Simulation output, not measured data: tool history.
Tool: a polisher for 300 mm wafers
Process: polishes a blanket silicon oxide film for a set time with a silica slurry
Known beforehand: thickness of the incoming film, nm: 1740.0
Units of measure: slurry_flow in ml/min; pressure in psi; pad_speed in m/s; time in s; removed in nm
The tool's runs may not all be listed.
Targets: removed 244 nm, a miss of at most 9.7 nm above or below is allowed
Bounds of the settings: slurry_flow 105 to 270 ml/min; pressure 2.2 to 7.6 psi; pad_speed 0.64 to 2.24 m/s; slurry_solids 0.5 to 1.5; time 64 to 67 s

run 1 day=0 | slurry_flow=175 pressure=4.9 pad_speed=1.44 slurry_solids=1 time=64 | removed=293.71
run 2 day=0.121 | slurry_flow=175 pressure=4.9 pad_speed=1.66 slurry_solids=1 time=64 | removed=326.72
run 3 day=0.446 | slurry_flow=175 pressure=5.5 pad_speed=1.66 slurry_solids=1 time=64 | removed=365.18
run 4 day=0.521 | slurry_flow=205 pressure=5.5 pad_speed=1.66 slurry_solids=1 time=64 | removed=366.66
run 5 day=0.762 | slurry_flow=225 pressure=5.5 pad_speed=1.66 slurry_solids=1 time=64 | removed=363.74
run 6 day=0.888 | slurry_flow=225 pressure=5.2 pad_speed=1.66 slurry_solids=1 time=64 | removed=355.2
run 7 day=1.133 | slurry_flow=225 pressure=4.9 pad_speed=1.66 slurry_solids=1 time=64 | removed=343.96
run 8 day=1.296 | slurry_flow=225 pressure=4.6 pad_speed=1.64 slurry_solids=1 time=64 | removed=313.51
run 9 day=1.575 | slurry_flow=225 pressure=4.4 pad_speed=1.64 slurry_solids=1 time=64 | removed=307.77
run 10 day=1.742 | slurry_flow=225 pressure=4.2 pad_speed=1.64 slurry_solids=1 time=64 | removed=291.81
run 11 day=1.767 | slurry_flow=225 pressure=4.1 pad_speed=1.64 slurry_solids=1 time=64 | removed=287.34

Consider the 4 candidate settings below. Which is the only one whose results all fall within their allowed miss of target?
run A day=1.792 | slurry_flow=155 pressure=3.8 pad_speed=1.44 slurry_solids=1.1 time=64 | removed=?
run B day=1.792 | slurry_flow=210 pressure=3.8 pad_speed=1.94 slurry_solids=1.25 time=67 | removed=?
run C day=1.792 | slurry_flow=220 pressure=4.1 pad_speed=1.82 slurry_solids=1.15 time=64 | removed=?
run D day=1.792 | slurry_flow=230 pressure=5.8 pad_speed=1.42 slurry_solids=0.95 time=64 | removed=?

move=A removed=244.57
move=B removed=346.35
move=C removed=327.45
move=D removed=341.69
A: every result within its allowed miss
B: moves away from the targets compared with the last run
C: moves away from the targets compared with the last run
D: moves away from the targets compared with the last run
The move that meets every target is A.
